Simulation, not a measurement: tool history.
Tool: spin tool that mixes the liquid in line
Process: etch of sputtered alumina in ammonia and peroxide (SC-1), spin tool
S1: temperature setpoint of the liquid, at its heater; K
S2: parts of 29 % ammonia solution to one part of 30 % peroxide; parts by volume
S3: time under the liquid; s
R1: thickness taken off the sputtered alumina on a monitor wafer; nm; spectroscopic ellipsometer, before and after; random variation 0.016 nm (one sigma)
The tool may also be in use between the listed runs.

{"run": 1, "hour": 0.0, "S1": 332.15, "S2": 0.5, "S3": 15, "R1": 1.413}
{"run": 2, "hour": 5.0, "S1": 333.15, "S2": 0.5, "S3": 15, "R1": 1.4616}
{"run": 3, "hour": 10.9, "S1": 330.65, "S2": 0.5, "S3": 15, "R1": 1.3161}
{"run": 4, "hour": 16.6, "S1": 332.15, "S2": 0.5, "S3": 15, "R1": 1.3949}
{"run": 5, "hour": 17.6, "S1": 332.15, "S2": 0.65, "S3": 15, "R1": 1.4036}
{"run": 6, "hour": 23.9, "S1": 333.15, "S2": 0.65, "S3": 15, "R1": 1.5338}

Forecast run 7:
{"run": 7, "hour": 31.0, "S1": 333.65, "S2": 0.65, "S3": 15, "R1": "?"}

{"run 7": {"R1": 1.5307}}
